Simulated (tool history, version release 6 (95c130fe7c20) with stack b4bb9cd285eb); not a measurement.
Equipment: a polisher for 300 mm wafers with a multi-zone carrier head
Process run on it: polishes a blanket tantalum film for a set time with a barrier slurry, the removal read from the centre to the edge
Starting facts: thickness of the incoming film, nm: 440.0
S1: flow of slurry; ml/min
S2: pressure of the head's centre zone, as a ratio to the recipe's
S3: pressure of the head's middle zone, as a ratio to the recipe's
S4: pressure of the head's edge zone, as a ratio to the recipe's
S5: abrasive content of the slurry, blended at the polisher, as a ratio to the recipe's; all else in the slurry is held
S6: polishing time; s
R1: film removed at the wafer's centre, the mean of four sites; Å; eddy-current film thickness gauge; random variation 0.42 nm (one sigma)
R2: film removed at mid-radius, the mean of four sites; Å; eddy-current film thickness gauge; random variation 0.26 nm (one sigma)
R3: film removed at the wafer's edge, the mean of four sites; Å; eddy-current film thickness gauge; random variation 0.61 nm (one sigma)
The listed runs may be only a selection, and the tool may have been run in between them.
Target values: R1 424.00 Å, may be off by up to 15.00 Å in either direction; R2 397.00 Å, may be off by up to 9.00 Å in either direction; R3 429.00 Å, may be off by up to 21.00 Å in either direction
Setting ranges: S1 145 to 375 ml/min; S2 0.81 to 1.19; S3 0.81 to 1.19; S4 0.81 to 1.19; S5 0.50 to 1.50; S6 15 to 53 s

run,day,S1,S2,S3,S4,S5,S6,R1,R2,R3
1,0.000,240,1.00,1.00,1.00,1.00,34,678.71,680.34,697.47
2,0.346,240,1.00,1.00,1.07,1.00,34,685.93,676.94,738.45
3,0.442,230,0.98,0.95,1.01,0.85,32,573.87,568.95,625.85
4,0.521,225,0.98,0.92,0.95,0.75,31,534.17,518.97,545.38
5,0.858,225,0.94,0.92,0.95,0.75,31,516.09,512.89,559.58
6,1.133,215,0.94,0.89,0.91,0.65,31,484.25,456.10,504.31
7,1.488,210,0.93,0.89,0.88,0.60,31,452.79,440.53,479.80
8,1.838,200,0.93,0.88,0.86,0.60,31,450.62,429.55,460.76
9,1.888,190,0.92,0.87,0.85,0.60,31,437.81,421.67,460.53
10,2.017,185,0.92,0.87,0.84,0.60,31,436.99,422.07,452.43
11,2.375,165,0.92,0.83,0.81,0.50,31,375.99,354.03,397.28
12,2.429,190,0.92,0.84,0.81,0.50,31,387.11,361.61,409.42
13,2.508,200,0.93,0.86,0.82,0.50,31,397.47,375.04,402.72
14,2.621,205,0.94,0.87,0.84,0.50,31,394.29,376.77,408.20
15,2.692,215,0.95,0.88,0.85,0.50,31,399.63,378.47,410.07
16,2.867,255,0.98,0.91,0.90,0.55,31,453.83,425.58,462.71
17,3.179,255,0.98,0.91,0.90,0.55,31,454.18,433.19,466.61
18,3.312,235,0.98,0.90,0.89,0.55,31,455.91,426.47,448.47
19,3.592,230,0.97,0.89,0.87,0.55,31,442.91,415.25,440.90
20,3.729,220,0.96,0.88,0.87,0.55,31,435.68,406.52,444.46
21,4.104,215,0.96,0.88,0.86,0.55,31,442.38,406.17,432.60
22,4.400,210,0.95,0.88,0.85,0.55,31,430.29,413.44,443.14

5 next moves are on the table. One of them brings every result within its allowed miss. Which?
A,4.696,240,1.02,0.94,0.81,0.55,28,?,?,?
B,4.696,150,0.99,0.90,0.87,0.60,29,?,?,?
C,4.696,235,0.95,0.92,0.86,0.55,27,?,?,?
D,4.696,185,0.91,0.85,0.87,0.55,30,?,?,?
E,4.696,220,0.92,0.94,0.87,0.55,31,?,?,?

move,R1,R2,R3
A,423.36,400.26,387.32
B,418.79,396.51,417.86
C,379.17,378.30,382.92
D,389.90,381.91,418.43
E,418.02,438.81,439.23
A: brings the result that was furthest off to its target, and leaves another outside
B: each result inside its tolerance
C: the result that was furthest off in the last run now lies on the other side of its target
D: the result that was furthest off in the last run now lies on the other side of its target
E: the biggest miss grows against the last run
Correct choice: B, which meets every target
